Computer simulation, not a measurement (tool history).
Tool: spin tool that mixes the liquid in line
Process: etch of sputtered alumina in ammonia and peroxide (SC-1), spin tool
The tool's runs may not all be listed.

run  hour  temperature setpoint of the liquid (K)  parts of 29 % ammonia solution to one part of 30 % peroxide (parts by volume)  time under the liquid (s)  thickness taken off the sputtered alumina on a monitor wafer (angstrom)
  1     0                                  326.15                                                                           0.75                        235                                                                   113.38
  2     1                                  326.15                                                                           0.75                        235                                                                   114.15
  3   4.2                                  325.15                                                                           0.75                        235                                                                    107.8
  4   7.6                                  324.15                                                                           0.75                        235                                                                   101.99
  5  15.3                                  323.15                                                                           0.75                        235                                                                   96.851
  6    24                                  323.15                                                                           0.75                        255                                                                   105.19
  7    27                                  322.15                                                                           0.75                        255                                                                    99.44
  8  35.5                                  321.65                                                                           0.75                        255                                                                   96.732

Run 9 comes next. What will it give?
  9  43.4                                  315.15                                                                           0.75                        255                                                                        ?

Run 9 gave thickness taken off the sputtered alumina on a monitor wafer (angstrom) 66.78.
